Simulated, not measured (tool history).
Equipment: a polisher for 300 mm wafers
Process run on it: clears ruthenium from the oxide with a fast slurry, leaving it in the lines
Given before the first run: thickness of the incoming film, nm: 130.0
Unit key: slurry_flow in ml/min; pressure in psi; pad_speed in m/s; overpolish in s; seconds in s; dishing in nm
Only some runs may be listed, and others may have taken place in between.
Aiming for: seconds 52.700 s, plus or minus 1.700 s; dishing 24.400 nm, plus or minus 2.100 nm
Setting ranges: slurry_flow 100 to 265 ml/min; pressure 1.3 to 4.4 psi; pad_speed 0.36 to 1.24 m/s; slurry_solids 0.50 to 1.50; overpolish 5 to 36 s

run 1 hour=0.0 | slurry_flow=170 pressure=2.8 pad_speed=0.80 slurry_solids=1.00 overpolish=18 | seconds=41.819 dishing=42.192
run 2 hour=5.0 | slurry_flow=170 pressure=2.7 pad_speed=0.80 slurry_solids=1.00 overpolish=17 | seconds=43.296 dishing=37.796
run 3 hour=10.9 | slurry_flow=170 pressure=2.6 pad_speed=0.80 slurry_solids=1.00 overpolish=16 | seconds=44.680 dishing=35.497
run 4 hour=12.1 | slurry_flow=170 pressure=2.5 pad_speed=0.80 slurry_solids=1.00 overpolish=15 | seconds=46.142 dishing=30.719
run 5 hour=16.3 | slurry_flow=210 pressure=2.5 pad_speed=0.80 slurry_solids=1.00 overpolish=15 | seconds=45.526 dishing=32.006
run 6 hour=21.8 | slurry_flow=210 pressure=2.5 pad_speed=0.80 slurry_solids=1.00 overpolish=9 | seconds=45.176 dishing=20.596
run 7 hour=26.1 | slurry_flow=210 pressure=2.4 pad_speed=0.80 slurry_solids=1.00 overpolish=10 | seconds=46.415 dishing=20.767
run 8 hour=28.5 | slurry_flow=210 pressure=2.3 pad_speed=0.80 slurry_solids=1.00 overpolish=11 | seconds=48.891 dishing=22.407
-- hour=36.8 head pressure recalibrated
run 9 hour=36.8 | slurry_flow=210 pressure=2.2 pad_speed=0.80 slurry_solids=1.00 overpolish=12 | seconds=58.088 dishing=21.602
run 10 hour=38.8 | slurry_flow=210 pressure=2.3 pad_speed=0.80 slurry_solids=1.00 overpolish=12 | seconds=54.653 dishing=22.616

Consider the 4 candidate settings below. Which is the only one whose results all fall within their allowed miss of target?
run A hour=40.8 | slurry_flow=185 pressure=2.0 pad_speed=1.02 slurry_solids=0.95 overpolish=15 | seconds=? dishing=?
run B hour=40.8 | slurry_flow=230 pressure=2.3 pad_speed=0.78 slurry_solids=1.15 overpolish=16 | seconds=? dishing=?
run C hour=40.8 | slurry_flow=210 pressure=2.2 pad_speed=0.80 slurry_solids=1.00 overpolish=12 | seconds=? dishing=?
run D hour=40.8 | slurry_flow=190 pressure=2.6 pad_speed=0.78 slurry_solids=0.90 overpolish=13 | seconds=? dishing=?

move=A seconds=53.038 dishing=27.249
move=B seconds=51.985 dishing=29.455
move=C seconds=56.761 dishing=20.768
move=D seconds=52.115 dishing=24.252
A: the furthest-off result lands on target, but another misses its tolerance
B: the furthest-off result lands on target, but another misses its tolerance
C: lands further from the targets than the last run did
D: all results in spec
Answer: D
